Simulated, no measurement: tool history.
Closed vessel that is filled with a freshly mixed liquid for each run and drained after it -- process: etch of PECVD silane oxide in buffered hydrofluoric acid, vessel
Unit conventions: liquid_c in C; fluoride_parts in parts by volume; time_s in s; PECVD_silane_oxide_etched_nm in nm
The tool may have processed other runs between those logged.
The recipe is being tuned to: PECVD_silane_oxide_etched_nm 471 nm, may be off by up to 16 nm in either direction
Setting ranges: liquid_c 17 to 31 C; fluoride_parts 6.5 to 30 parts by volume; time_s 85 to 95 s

run,hour,liquid_c,fluoride_parts,time_s,PECVD_silane_oxide_etched_nm
1,0,23,19.5,85,170.9
2,3.4,25.5,15.5,85,244.76
3,9.1,25.5,13,85,289.92
4,12.1,25.5,13,85,292.03
5,16.7,27,12,85,343.76
6,22.9,28.5,11.5,85,392.48
7,28.8,29.5,11.5,85,410.81
# hour 30.7: hydrofluoric acid flow meter replaced
8,30.7,31,10,85,527.8
9,34.9,30.5,10,85,522.81
10,43,30,10,85,508.83
11,49.5,29.5,10,85,491.35

Which single option among these 4 for the next run brings every result within its allowed miss of target? Just one does.
A,56,27.5,8,85,?
B,56,31,10,85,?
C,56,30,11,95,?
D,56,31,11.5,85,?

move,PECVD_silane_oxide_etched_nm
A,534.24
B,529.23
C,511.69
D,461.98
A: the biggest miss grows against the last run
B: the biggest miss grows against the last run
C: the biggest miss grows against the last run
D: in spec on every target
The right move is D.

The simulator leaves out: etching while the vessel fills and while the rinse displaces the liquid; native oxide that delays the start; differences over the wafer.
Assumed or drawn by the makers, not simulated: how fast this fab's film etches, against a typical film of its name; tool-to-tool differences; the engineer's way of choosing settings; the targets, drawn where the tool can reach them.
